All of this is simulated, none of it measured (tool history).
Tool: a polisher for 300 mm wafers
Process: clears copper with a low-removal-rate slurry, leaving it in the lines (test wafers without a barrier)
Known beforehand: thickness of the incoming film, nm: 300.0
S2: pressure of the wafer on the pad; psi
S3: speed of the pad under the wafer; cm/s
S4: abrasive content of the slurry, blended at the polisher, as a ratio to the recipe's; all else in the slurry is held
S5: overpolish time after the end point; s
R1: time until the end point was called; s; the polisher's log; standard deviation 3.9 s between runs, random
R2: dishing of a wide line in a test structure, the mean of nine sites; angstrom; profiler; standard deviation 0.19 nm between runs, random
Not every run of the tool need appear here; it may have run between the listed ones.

{"run": 1, "day": 0.0, "flow of slurry (ml/min)": 245, "S2": 2.0, "S3": 122, "S4": 1.0, "S5": 10, "R1": 168.49, "R2": 149.13}
{"run": 2, "day": 0.108, "flow of slurry (ml/min)": 245, "S2": 1.8, "S3": 122, "S4": 1.0, "S5": 11, "R1": 185.69, "R2": 148.64}
{"run": 3, "day": 0.329, "flow of slurry (ml/min)": 245, "S2": 1.6, "S3": 122, "S4": 1.0, "S5": 11, "R1": 210.76, "R2": 128.52}
{"run": 4, "day": 0.625, "flow of slurry (ml/min)": 245, "S2": 1.5, "S3": 122, "S4": 1.0, "S5": 12, "R1": 222.99, "R2": 135.95}
{"run": 5, "day": 0.696, "flow of slurry (ml/min)": 245, "S2": 1.5, "S3": 122, "S4": 1.0, "S5": 16, "R1": 221.93, "R2": 175.29}
{"run": 6, "day": 0.967, "flow of slurry (ml/min)": 245, "S2": 1.4, "S3": 122, "S4": 1.0, "S5": 15, "R1": 239.94, "R2": 155.31}

Run 7, settings as shown, results not yet in. Your forecast:
{"day": 1.112, "done": "slurry blender recalibrated"}
{"run": 7, "day": 1.112, "flow of slurry (ml/min)": 245, "S2": 1.4, "S3": 122, "S4": 1.0, "S5": 14, "R1": "?", "R2": "?"}

R1: 224.40 s
R2: 156.32 angstrom

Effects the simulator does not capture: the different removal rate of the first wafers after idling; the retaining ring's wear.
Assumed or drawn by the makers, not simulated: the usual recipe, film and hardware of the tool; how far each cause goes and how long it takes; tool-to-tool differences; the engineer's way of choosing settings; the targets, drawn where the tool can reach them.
